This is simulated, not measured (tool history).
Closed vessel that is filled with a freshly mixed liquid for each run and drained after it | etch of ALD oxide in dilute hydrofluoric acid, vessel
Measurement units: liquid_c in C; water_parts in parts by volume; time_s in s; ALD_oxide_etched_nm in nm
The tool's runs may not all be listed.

run,hour,liquid_c,water_parts,time_s,ALD_oxide_etched_nm
1,0,21,265,175,7.0655
2,5.1,22.5,260,175,7.673
3,12.6,21,260,175,7.1955
4,13.3,21,190,175,10.577
5,19.4,21,190,135,8.1672
6,23.8,22,190,135,8.5815
7,30.2,23,190,135,8.8969
8,33.6,24,190,135,9.1784

Forecast run 9:
9,40.4,24.5,190,135,?

Run 9 yielded ALD_oxide_etched_nm 9.2889 nm.
